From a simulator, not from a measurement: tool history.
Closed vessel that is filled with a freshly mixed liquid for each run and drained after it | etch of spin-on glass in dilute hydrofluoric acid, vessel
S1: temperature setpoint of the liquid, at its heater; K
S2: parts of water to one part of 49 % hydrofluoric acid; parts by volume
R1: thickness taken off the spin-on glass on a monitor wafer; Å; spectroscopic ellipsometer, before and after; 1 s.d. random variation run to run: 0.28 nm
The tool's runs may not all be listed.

Run 1, day 0.000: S1 296.15 K, S2 115 parts by volume, time in the liquid (s) 175. Result: R1 424.65 Å.
Run 2, day 0.054: S1 294.65 K, S2 115 parts by volume, time in the liquid (s) 175. Result: R1 397.05 Å.
Run 3, day 0.367: S1 293.65 K, S2 115 parts by volume, time in the liquid (s) 175. Result: R1 381.78 Å.
Run 4, day 0.458: S1 293.65 K, S2 115 parts by volume, time in the liquid (s) 175. Result: R1 379.02 Å.
Run 5, day 0.767: S1 293.65 K, S2 85 parts by volume, time in the liquid (s) 175. Result: R1 534.18 Å.
Run 6, day 1.021: S1 293.65 K, S2 85 parts by volume, time in the liquid (s) 190. Result: R1 579.20 Å.
Run 7, day 1.254: S1 293.15 K, S2 95 parts by volume, time in the liquid (s) 190. Result: R1 491.47 Å.
Run 8, day 1.450: S1 292.65 K, S2 100 parts by volume, time in the liquid (s) 190. Result: R1 458.88 Å.
Run 9, day 1.667: S1 292.15 K, S2 105 parts by volume, time in the liquid (s) 190. Result: R1 425.52 Å.
Run 10, day 1.825: S1 291.65 K, S2 110 parts by volume, time in the liquid (s) 190. Result: R1 398.14 Å.
Run 11, day 1.896: S1 291.15 K, S2 115 parts by volume, time in the liquid (s) 190. Result: R1 373.15 Å.
Run 12, day 2.125: S1 291.15 K, S2 120 parts by volume, time in the liquid (s) 190. Result: R1 356.32 Å.
Run 13, day 2.188: S1 291.15 K, S2 125 parts by volume, time in the liquid (s) 190. Result: R1 338.58 Å.

The next listed run, before its measurement:
Run 14, day 2.292: S1 290.65 K, S2 130 parts by volume, time in the liquid (s) 190. Result: R1 ?.

Run 14 gave R1 313.35 Å.
